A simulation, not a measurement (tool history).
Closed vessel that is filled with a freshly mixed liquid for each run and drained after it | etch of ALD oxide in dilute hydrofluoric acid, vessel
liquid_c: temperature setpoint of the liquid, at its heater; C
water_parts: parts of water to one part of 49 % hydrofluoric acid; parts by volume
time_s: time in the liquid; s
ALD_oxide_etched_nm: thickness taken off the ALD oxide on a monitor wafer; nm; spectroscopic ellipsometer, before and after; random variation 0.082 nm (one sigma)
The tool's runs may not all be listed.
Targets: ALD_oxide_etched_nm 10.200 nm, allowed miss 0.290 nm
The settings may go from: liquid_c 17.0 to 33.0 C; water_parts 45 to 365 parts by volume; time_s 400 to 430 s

run,hour,liquid_c,water_parts,time_s,ALD_oxide_etched_nm
1,0.0,25.0,205,400,23.468
2,2.8,22.0,205,400,21.265
3,3.5,21.5,215,400,19.515
4,4.1,21.5,215,430,20.864
5,8.2,21.0,225,430,19.526
6,15.7,20.5,235,430,18.169
7,20.9,20.0,245,430,17.197
8,29.2,19.5,255,430,15.634
9,35.4,19.0,260,430,15.191
10,38.9,19.0,265,430,14.857
11,44.7,19.0,270,430,14.536

Which of these 5 next moves meets every target?
A,50.5,20.5,215,430,?
B,50.5,18.0,325,400,?
C,50.5,25.5,225,430,?
D,50.5,23.5,200,430,?
E,50.5,18.0,215,430,?

move,ALD_oxide_etched_nm
A,20.372
B,10.336
C,23.172
D,24.894
E,18.498
A: further off than the last run
B: meets every target
C: further off than the last run
D: further off than the last run
E: further off than the last run
Answer: B
